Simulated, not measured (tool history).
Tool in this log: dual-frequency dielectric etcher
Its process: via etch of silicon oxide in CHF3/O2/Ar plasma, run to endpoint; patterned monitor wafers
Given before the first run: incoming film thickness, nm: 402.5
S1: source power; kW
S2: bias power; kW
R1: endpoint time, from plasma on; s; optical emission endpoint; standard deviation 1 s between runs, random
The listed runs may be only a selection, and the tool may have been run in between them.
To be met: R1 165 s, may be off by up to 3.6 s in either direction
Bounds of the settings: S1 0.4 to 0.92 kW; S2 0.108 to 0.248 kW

{"run": 1, "hour": 0.0, "S1": 0.66, "S2": 0.178, "R1": 183.34}
{"run": 2, "hour": 5.1, "S1": 0.58, "S2": 0.178, "R1": 193.6}
{"run": 3, "hour": 9.5, "S1": 0.58, "S2": 0.166, "R1": 196.82}
{"run": 4, "hour": 12.7, "S1": 0.63, "S2": 0.17, "R1": 191.14}
{"run": 5, "hour": 20.1, "S1": 0.63, "S2": 0.182, "R1": 187.05}
{"run": 6, "hour": 26.6, "S1": 0.73, "S2": 0.182, "R1": 171.76}
{"run": 7, "hour": 34.3, "S1": 0.74, "S2": 0.183, "R1": 171.64}
{"run": 8, "hour": 38.1, "S1": 0.75, "S2": 0.184, "R1": 170.09}
{"run": 9, "hour": 46.5, "S1": 0.76, "S2": 0.185, "R1": 169.37}

Below are 4 possible settings for the next run. Only one of them brings all results inside the allowed miss of their targets. Which is it?
{"run": "A", "hour": 54.9, "S1": 0.74, "S2": 0.161, "R1": "?"}
{"run": "B", "hour": 54.9, "S1": 0.72, "S2": 0.179, "R1": "?"}
{"run": "C", "hour": 54.9, "S1": 0.73, "S2": 0.173, "R1": "?"}
{"run": "D", "hour": 54.9, "S1": 0.85, "S2": 0.165, "R1": "?"}

move=A R1=177.52
move=B R1=174.2
move=C R1=174.88
move=D R1=165.56
A: the biggest miss grows against the last run
B: the biggest miss grows against the last run
C: the biggest miss grows against the last run
D: each result inside its tolerance
The right move is D.
